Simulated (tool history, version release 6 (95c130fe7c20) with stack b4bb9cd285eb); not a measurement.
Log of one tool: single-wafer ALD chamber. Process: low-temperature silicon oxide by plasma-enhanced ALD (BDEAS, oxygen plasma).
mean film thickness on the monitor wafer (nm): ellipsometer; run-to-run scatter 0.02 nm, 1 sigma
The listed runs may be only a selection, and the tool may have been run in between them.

| run | hour | heater temperature setpoint (°C) | number of ALD cycles (cycles) | mean film thickness on the monitor wafer (nm) |
|---|---|---|---|---|
| 1 | 0 | 105 | 50 | 6.4418 |
| 2 | 8.9 | 100 | 50 | 6.5574 |
| 3 | 14.4 | 97 | 50 | 6.6059 |
| 4 | 18.4 | 103 | 50 | 6.5065 |
|  | 26.8 | thermocouple changed; heater temperature recalibrated |
| 5 | 26.8 | 100 | 50 | 6.4962 |
| 6 | 34.8 | 98 | 51 | 6.6695 |
| 7 | 41.3 | 96 | 51 | 6.7278 |
| 8 | 49.8 | 94 | 51 | 6.735 |

Estimate the outcome of run 9 from the log above:
| 9 | 51.6 | 92 | 51 | ? |

{"run 9": {"mean film thickness on the monitor wafer (nm)": 6.7999}}

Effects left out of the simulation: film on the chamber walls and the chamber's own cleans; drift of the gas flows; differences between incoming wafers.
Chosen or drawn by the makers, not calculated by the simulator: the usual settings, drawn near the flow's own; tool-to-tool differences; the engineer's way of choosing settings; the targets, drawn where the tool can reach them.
